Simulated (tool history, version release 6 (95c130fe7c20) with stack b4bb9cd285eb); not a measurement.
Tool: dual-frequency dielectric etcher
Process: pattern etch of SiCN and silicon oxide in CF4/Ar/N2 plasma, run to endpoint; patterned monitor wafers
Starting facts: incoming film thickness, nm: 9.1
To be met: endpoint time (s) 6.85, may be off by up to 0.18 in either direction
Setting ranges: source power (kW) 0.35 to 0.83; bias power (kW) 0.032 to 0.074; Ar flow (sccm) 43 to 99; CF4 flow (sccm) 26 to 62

| run | hour | source power (kW) | bias power (kW) | Ar flow (sccm) | CF4 flow (sccm) | endpoint time (s) |
|---|---|---|---|---|---|---|
| 1 | 0 | 0.59 | 0.053 | 71 | 44 | 8.4915 |
| 2 | 6.5 | 0.59 | 0.048 | 71 | 44 | 8.8928 |
| 3 | 11.9 | 0.62 | 0.048 | 71 | 44 | 8.4974 |
| 4 | 15 | 0.62 | 0.04 | 71 | 44 | 9.0172 |
| 5 | 23.2 | 0.7 | 0.04 | 71 | 44 | 8.1863 |
| 6 | 30 | 0.64 | 0.04 | 71 | 44 | 8.7313 |
| 7 | 32.7 | 0.67 | 0.041 | 71 | 44 | 8.4241 |
| 8 | 39.5 | 0.69 | 0.041 | 71 | 44 | 8.0666 |
| 9 | 47.6 | 0.71 | 0.041 | 71 | 44 | 7.9767 |
| 10 | 55 | 0.73 | 0.041 | 71 | 44 | 7.7414 |
| 11 | 58.9 | 0.74 | 0.041 | 71 | 44 | 7.6488 |
|  | 64.5 | bias power generator calibrated |
| 12 | 64.5 | 0.75 | 0.041 | 71 | 44 | 7.5288 |
| 13 | 65.2 | 0.76 | 0.041 | 71 | 44 | 7.4573 |
| 14 | 70.2 | 0.77 | 0.041 | 71 | 44 | 7.3679 |
| 15 | 78.4 | 0.78 | 0.041 | 71 | 44 | 7.2707 |
| 16 | 80.4 | 0.79 | 0.041 | 71 | 44 | 7.212 |
| 17 | 88.7 | 0.8 | 0.041 | 71 | 44 | 7.1599 |

5 next moves are on the table. One of them brings every result within its allowed miss. Which?
| A | 97 | 0.77 | 0.041 | 70 | 47 | ? |
| B | 97 | 0.78 | 0.047 | 84 | 45 | ? |
| C | 97 | 0.83 | 0.04 | 64 | 42 | ? |
| D | 97 | 0.75 | 0.042 | 59 | 41 | ? |
| E | 97 | 0.78 | 0.053 | 74 | 31 | ? |

| move | endpoint time (s) |
|---|---|
| A | 7.2308 |
| B | 7.2217 |
| C | 6.8534 |
| D | 7.2577 |
| E | 7.311 |
A: further off than the last run
B: further off than the last run
C: every result lands within tolerance
D: further off than the last run
E: further off than the last run
Correct choice: C, which meets every target
